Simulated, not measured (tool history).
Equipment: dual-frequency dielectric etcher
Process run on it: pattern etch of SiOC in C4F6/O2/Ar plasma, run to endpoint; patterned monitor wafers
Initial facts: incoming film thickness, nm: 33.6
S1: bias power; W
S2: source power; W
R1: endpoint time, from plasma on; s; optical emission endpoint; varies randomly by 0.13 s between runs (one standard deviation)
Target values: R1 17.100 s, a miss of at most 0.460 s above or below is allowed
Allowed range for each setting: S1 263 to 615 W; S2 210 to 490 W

run 1 hour=0.0 | S1=439 S2=350 | R1=12.731
run 2 hour=2.9 | S1=411 S2=330 | R1=13.227
run 3 hour=9.4 | S1=449 S2=330 | R1=12.995
run 4 hour=11.8 | S1=418 S2=310 | R1=13.761
run 5 hour=13.2 | S1=399 S2=300 | R1=14.036
run 6 hour=14.8 | S1=329 S2=300 | R1=15.283
run 7 hour=16.9 | S1=329 S2=300 | R1=15.106
run 8 hour=22.7 | S1=319 S2=290 | R1=15.534
run 9 hour=30.2 | S1=310 S2=280 | R1=16.177
run 10 hour=33.3 | S1=304 S2=280 | R1=16.497
run 11 hour=36.4 | S1=300 S2=280 | R1=16.311
run 12 hour=41.4 | S1=295 S2=280 | R1=16.431
run 13 hour=42.9 | S1=291 S2=280 | R1=16.634
run 14 hour=44.6 | S1=288 S2=280 | R1=16.565
run 15 hour=47.1 | S1=285 S2=280 | R1=16.537

Consider the 4 candidate settings below. Which is the only one whose results all fall within their allowed miss of target?
run A hour=49.6 | S1=306 S2=250 | R1=?
run B hour=49.6 | S1=426 S2=230 | R1=?
run C hour=49.6 | S1=300 S2=290 | R1=?
run D hour=49.6 | S1=263 S2=250 | R1=?

move=A R1=17.309
move=B R1=16.137
move=C R1=16.011
move=D R1=18.246
A: meets every target
B: misses by more than the last run did
C: misses by more than the last run did
D: the result that was furthest off in the last run now lies on the other side of its target
Correct choice: A, which meets every target
